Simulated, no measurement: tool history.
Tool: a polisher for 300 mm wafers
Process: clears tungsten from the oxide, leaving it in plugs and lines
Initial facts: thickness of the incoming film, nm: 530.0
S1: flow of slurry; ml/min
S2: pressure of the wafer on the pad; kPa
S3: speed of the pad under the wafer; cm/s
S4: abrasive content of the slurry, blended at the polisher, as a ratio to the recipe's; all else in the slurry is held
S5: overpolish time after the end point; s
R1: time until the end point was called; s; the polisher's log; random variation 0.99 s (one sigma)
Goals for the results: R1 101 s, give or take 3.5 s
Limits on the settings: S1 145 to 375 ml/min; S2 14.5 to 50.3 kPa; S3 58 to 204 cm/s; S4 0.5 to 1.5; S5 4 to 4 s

Run 1, hour 0: S1 240 ml/min, S2 32.4 kPa, S3 130 cm/s, S4 1, S5 4 s. Result: R1 65.046 s.
Run 2, hour 6.1: S1 240 ml/min, S2 32.4 kPa, S3 130 cm/s, S4 1.15, S5 4 s. Result: R1 64.232 s.
Run 3, hour 7.2: S1 240 ml/min, S2 28.3 kPa, S3 130 cm/s, S4 1.15, S5 4 s. Result: R1 71.815 s.
Run 4, hour 12: S1 240 ml/min, S2 25.5 kPa, S3 130 cm/s, S4 1.15, S5 4 s. Result: R1 80.795 s.
Run 5, hour 16.3: S1 240 ml/min, S2 31 kPa, S3 130 cm/s, S4 1.15, S5 4 s. Result: R1 66.135 s.
At hour 23.5: slurry blender recalibrated.
Run 6, hour 23.5: S1 240 ml/min, S2 27.6 kPa, S3 130 cm/s, S4 1.15, S5 4 s. Result: R1 71.763 s.
Run 7, hour 26.3: S1 240 ml/min, S2 24.1 kPa, S3 130 cm/s, S4 1.15, S5 4 s. Result: R1 80.101 s.
Run 8, hour 32.4: S1 240 ml/min, S2 22.1 kPa, S3 130 cm/s, S4 1.15, S5 4 s. Result: R1 88.039 s.

Next run, 5 choices. One meets every target within its allowed miss, the rest don't. Which?
Run A, hour 38.5: S1 295 ml/min, S2 19.3 kPa, S3 188 cm/s, S4 1.35, S5 4 s. Result: R1 ?.
Run B, hour 38.5: S1 290 ml/min, S2 22.1 kPa, S3 100 cm/s, S4 1.15, S5 4 s. Result: R1 ?.
Run C, hour 38.5: S1 275 ml/min, S2 24.1 kPa, S3 154 cm/s, S4 1.05, S5 4 s. Result: R1 ?.
Run D, hour 38.5: S1 255 ml/min, S2 20 kPa, S3 136 cm/s, S4 1.15, S5 4 s. Result: R1 ?.
Run E, hour 38.5: S1 355 ml/min, S2 29 kPa, S3 118 cm/s, S4 0.95, S5 4 s. Result: R1 ?.

move      R1
   A  75.445
   B  101.51
   C  74.123
   D  94.762
   E  73.018
A: misses by more than the last run did
B: all results in spec
C: misses by more than the last run did
D: moves toward the targets from the last run without getting all of them in spec
E: misses by more than the last run did
Answer: B

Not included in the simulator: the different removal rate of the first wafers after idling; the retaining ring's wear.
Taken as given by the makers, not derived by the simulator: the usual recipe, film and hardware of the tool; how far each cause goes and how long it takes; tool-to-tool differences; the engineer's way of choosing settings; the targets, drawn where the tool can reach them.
